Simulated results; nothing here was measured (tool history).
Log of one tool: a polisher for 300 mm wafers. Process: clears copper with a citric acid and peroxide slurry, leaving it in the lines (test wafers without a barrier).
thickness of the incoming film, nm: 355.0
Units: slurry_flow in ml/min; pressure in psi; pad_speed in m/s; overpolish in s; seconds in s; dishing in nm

run  hour  slurry_flow  pressure  pad_speed  slurry_solids  overpolish  seconds  dishing
  1     0          225       2.9       1.16              1          21   177.96   28.403
  2   3.5          225       2.9       1.16           1.15          21   169.85   28.963
  3     9          225       2.9        1.4           1.15          21    143.3   33.694
  4  12.2          225       2.9       1.12           1.15          21   175.83   27.365
  5  19.6          220       2.8       1.12            1.1          22   183.45   28.186
  6  23.8          240       2.8       1.12            1.1          22   183.38   27.729
  7  28.1          235       2.7       1.12           1.05          23   191.29    29.17
  8  29.9          230       2.6       1.12           1.05          24    191.2   28.667
  9  33.8          230       2.6       1.12           1.05          24   193.73   28.948

The next listed run, before its measurement:
 10  39.8          230       2.5       1.12              1          25        ?        ?

Run 10 gave seconds 197.65 s, dishing 29.353 nm.
